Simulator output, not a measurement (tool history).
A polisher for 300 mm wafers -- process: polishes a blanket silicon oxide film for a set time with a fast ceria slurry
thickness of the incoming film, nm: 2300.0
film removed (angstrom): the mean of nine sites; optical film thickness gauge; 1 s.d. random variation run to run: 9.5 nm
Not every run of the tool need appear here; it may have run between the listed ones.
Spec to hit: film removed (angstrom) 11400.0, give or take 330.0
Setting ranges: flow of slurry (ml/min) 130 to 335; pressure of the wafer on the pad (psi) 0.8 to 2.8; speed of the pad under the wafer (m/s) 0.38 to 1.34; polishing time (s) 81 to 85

run  hour  flow of slurry (ml/min)  pressure of the wafer on the pad (psi)  speed of the pad under the wafer (m/s)  polishing time (s)  film removed (angstrom)
  1   0.0                      215                                     1.8                                    0.86                  81                   6084.1
  2   0.8                      215                                     1.4                                    0.86                  81                   4799.1
  3   2.0                      215                                     1.6                                    0.86                  81                   5464.5
  4   8.8                      215                                     1.8                                    0.86                  81                   6010.7
  5  16.6                      215                                     1.8                                    0.86                  81                   6054.2
  6  20.2                      215                                     1.9                                    0.86                  81                   6462.0
  7  22.9                      215                                     2.0                                    0.86                  81                   6780.8
  8  28.0                      215                                     2.1                                    0.86                  81                   7163.6
  9  34.4                      215                                     2.2                                    0.86                  81                   7406.5
 10  37.1                      215                                     2.3                                    0.88                  81                   7843.9
 11  44.3                      215                                     2.4                                    0.90                  81                   8376.3
 12  45.5                      215                                     2.5                                    0.92                  81                   8866.9
 13  52.7                      215                                     2.5                                    0.94                  81                   9135.6
 14  61.4                      225                                     2.7                                    0.98                  81                  10273.0

Which one of the following 5 next-run settings gets every result inside its allowed miss? There is exactly one.
  A  70.1                      210                                     2.7                                    1.08                  82                        ?
  B  70.1                      220                                     2.3                                    1.12                  84                        ?
  C  70.1                      220                                     2.7                                    0.98                  82                        ?
  D  70.1                      145                                     2.8                                    0.84                  81                        ?
  E  70.1                      250                                     2.8                                    0.92                  84                        ?

move  film removed (angstrom)
   A                  11325.0
   B                  10316.0
   C                  10342.0
   D                   8779.4
   E                  10434.0
A: all results in spec
B: no nearer and no further than the last run
C: gains on the last run, yet a result remains outside its allowed miss
D: the biggest miss grows against the last run
E: gains on the last run, yet a result remains outside its allowed miss
Go with A: it meets all targets.
